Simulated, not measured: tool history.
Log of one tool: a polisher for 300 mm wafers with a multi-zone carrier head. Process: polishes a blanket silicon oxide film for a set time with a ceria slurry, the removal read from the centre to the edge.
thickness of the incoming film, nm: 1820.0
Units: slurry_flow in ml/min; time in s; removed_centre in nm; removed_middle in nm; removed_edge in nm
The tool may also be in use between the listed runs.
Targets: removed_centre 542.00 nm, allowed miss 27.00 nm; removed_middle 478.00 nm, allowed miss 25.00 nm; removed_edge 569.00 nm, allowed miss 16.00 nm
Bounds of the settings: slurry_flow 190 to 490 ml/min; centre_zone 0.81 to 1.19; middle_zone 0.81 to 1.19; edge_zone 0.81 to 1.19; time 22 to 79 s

run    day  slurry_flow  centre_zone  middle_zone  edge_zone  time  removed_centre  removed_middle  removed_edge
  1  0.000          315         1.00         1.00       1.00    50          405.29          414.85        421.93
  2  0.142          315         1.07         1.00       1.00    50          439.67          417.44        420.00
  3  0.279          315         1.07         1.00       1.00    63          562.51          524.18        534.70
  4  0.571          315         1.06         0.97       1.02    63          563.41          507.21        540.27
  5  0.821          315         1.05         0.96       1.04    63          541.22          497.62        546.54
  6  1.154          315         1.01         0.96       1.04    63          529.76          505.09        550.05
  7  1.450          315         1.01         0.96       1.04    63          545.20          498.31        542.92
  8  1.650          315         1.00         0.95       1.06    63          516.19          499.47        546.17

4 next moves are on the table. One of them brings every result within its allowed miss. Which?
  A  1.850          395         1.09         0.88       1.07    64               ?               ?             ?
  B  1.850          340         1.14         0.91       0.98    62               ?               ?             ?
  C  1.850          320         0.99         0.85       1.03    66               ?               ?             ?
  D  1.850          270         1.14         0.98       0.91    66               ?               ?             ?

move  removed_centre  removed_middle  removed_edge
   A          583.25          485.23        566.33
   B          582.98          477.09        520.21
   C          534.71          477.57        565.19
   D          604.23          527.23        524.39
A: brings the result that was furthest off to its target, and leaves another outside
B: further off than the last run
C: meets every target
D: further off than the last run
Move C is the one to make.
